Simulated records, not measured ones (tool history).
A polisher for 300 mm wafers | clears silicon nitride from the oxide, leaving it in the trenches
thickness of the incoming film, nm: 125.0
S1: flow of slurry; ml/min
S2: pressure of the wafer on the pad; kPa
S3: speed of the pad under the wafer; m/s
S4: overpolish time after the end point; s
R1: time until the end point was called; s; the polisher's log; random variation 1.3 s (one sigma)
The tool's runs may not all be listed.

{"run": 1, "hour": 0.0, "S1": 235, "S2": 24.1, "S3": 1.28, "S4": 9, "R1": 92.886}
{"run": 2, "hour": 2.8, "S1": 235, "S2": 24.1, "S3": 1.28, "S4": 9, "R1": 94.403}
{"run": 3, "hour": 7.4, "S1": 235, "S2": 24.1, "S3": 1.42, "S4": 9, "R1": 83.439}
{"run": 4, "hour": 11.8, "S1": 235, "S2": 24.1, "S3": 1.42, "S4": 9, "R1": 84.686}
{"run": 5, "hour": 14.7, "S1": 255, "S2": 24.1, "S3": 1.42, "S4": 9, "R1": 82.62}
{"run": 6, "hour": 22.3, "S1": 255, "S2": 24.1, "S3": 1.42, "S4": 9, "R1": 84.309}

Run 7 comes next. What will it give?
{"run": 7, "hour": 30.9, "S1": 255, "S2": 24.8, "S3": 1.42, "S4": 9, "R1": "?"}

R1: 79.949 s
